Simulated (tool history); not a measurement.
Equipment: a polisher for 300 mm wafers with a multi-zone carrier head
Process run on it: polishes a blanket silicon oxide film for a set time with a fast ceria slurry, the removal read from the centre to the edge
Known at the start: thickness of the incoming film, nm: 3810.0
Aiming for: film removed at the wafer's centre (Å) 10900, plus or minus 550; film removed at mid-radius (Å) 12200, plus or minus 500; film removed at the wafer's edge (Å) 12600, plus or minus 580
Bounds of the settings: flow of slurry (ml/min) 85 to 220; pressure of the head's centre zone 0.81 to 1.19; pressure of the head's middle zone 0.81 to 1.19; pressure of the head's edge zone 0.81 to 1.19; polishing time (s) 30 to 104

run	hour	flow of slurry (ml/min)	pressure of the head's centre zone	pressure of the head's middle zone	pressure of the head's edge zone	polishing time (s)	film removed at the wafer's centre (Å)	film removed at mid-radius (Å)	film removed at the wafer's edge (Å)
1	0.0	140	1.00	1.00	1.00	67	13730	13781	13969
2	4.8	140	1.00	1.06	1.00	67	13458	14465	14215
3	8.5	140	1.04	1.06	1.00	67	14432	14634	13912
4	15.8	140	1.04	0.99	1.00	67	14310	14011	13686
5	19.5	140	1.04	0.99	0.93	67	14299	13675	13572
6	23.4	140	1.04	0.99	0.87	67	14181	13902	13101
7	28.5	130	0.99	0.98	0.88	66	12930	13147	12967
8	33.6	120	0.96	0.98	0.88	66	12096	13045	12643
9	37.5	120	0.96	0.98	0.88	66	12128	12880	12970
10	44.9	115	0.95	0.98	0.87	66	12219	12672	12590
11	46.1	115	0.95	0.98	0.87	66	11793	12916	12486
12	53.8	110	0.93	0.96	0.88	66	11401	12356	12269

Which of these 4 next moves meets every target?
A	61.5	90	0.96	1.01	0.81	65	?	?	?
B	61.5	115	1.04	0.91	0.86	63	?	?	?
C	61.5	105	0.99	1.00	0.84	66	?	?	?
D	61.5	110	0.85	0.91	0.81	68	?	?	?

move	film removed at the wafer's centre (Å)	film removed at mid-radius (Å)	film removed at the wafer's edge (Å)
A	10850	11674	11412
B	12505	11232	12009
C	12090	12397	12204
D	10851	11981	12511
A: brings the last run's worst result on target, with another outside its allowed miss
B: lands further from the targets than the last run did
C: lands further from the targets than the last run did
D: in spec on every target
Move D is the one to make.
